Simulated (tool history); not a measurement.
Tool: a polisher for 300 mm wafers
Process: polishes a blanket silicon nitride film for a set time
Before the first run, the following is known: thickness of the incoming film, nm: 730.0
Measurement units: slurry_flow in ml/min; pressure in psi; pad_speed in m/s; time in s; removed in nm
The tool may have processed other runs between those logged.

run,day,slurry_flow,pressure,pad_speed,time,removed
1,0.000,290,3.5,1.04,33,49.299
2,0.250,230,3.5,1.04,33,46.803
3,0.342,250,3.8,1.04,33,52.356
4,0.692,265,4.0,1.04,33,55.551
5,0.938,265,4.0,0.82,33,45.476
6,1.046,275,4.3,0.82,33,48.385
7,1.167,280,4.6,0.84,33,53.936
8,1.208,285,4.8,0.86,33,58.996
9,1.500,285,4.8,0.86,33,56.754
10,1.562,285,4.9,0.88,33,60.046
11,1.908,285,5.0,0.88,33,60.442
12,2.258,290,5.1,0.90,33,63.698
13,2.379,290,5.2,0.90,33,62.844

The next listed run, before its measurement:
14,2.721,295,5.2,0.92,33,?

Run 14 measured removed 64.974 nm.
